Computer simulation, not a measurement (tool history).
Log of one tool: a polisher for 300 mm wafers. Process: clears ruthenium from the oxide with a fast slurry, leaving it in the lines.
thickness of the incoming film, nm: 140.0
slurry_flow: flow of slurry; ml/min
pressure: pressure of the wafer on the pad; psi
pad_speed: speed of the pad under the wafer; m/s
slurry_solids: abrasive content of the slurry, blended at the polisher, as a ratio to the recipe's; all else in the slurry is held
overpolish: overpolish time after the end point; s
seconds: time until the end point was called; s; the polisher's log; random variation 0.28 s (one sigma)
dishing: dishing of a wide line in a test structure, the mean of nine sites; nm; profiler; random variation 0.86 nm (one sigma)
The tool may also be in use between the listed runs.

run	hour	slurry_flow	pressure	pad_speed	slurry_solids	overpolish	seconds	dishing
1	0	315	3.1	0.88	1	17	34.654	45.165
2	8.2	315	3.1	0.88	1.1	17	32.06	45.614
3	13.5	315	3.1	1.1	1.1	17	28.46	51.109
4	18.3	360	3.1	1.1	1.1	17	27.959	49.444
5	25.6	350	3.1	1.1	1.1	18	28.474	51.086
6	30	350	3.1	1.1	1.25	18	26.442	55.342
7	36.3	345	3.1	1.1	1.25	19	25.996	54.853
8	37.1	340	3.1	1.1	1.25	21	26.346	57.773
9	41.8	340	3.1	1.1	1.25	22	26.569	59.607
10	46.4	340	3.1	1.1	1.25	23	25.758	58.894
11	52.1	330	3	1.1	1.25	25	27.296	61.363

The next listed run, before its measurement:
12	56.7	330	3	1.1	1.25	26	?	?

Run 12 gave seconds 27.084 s, dishing 63.14 nm.
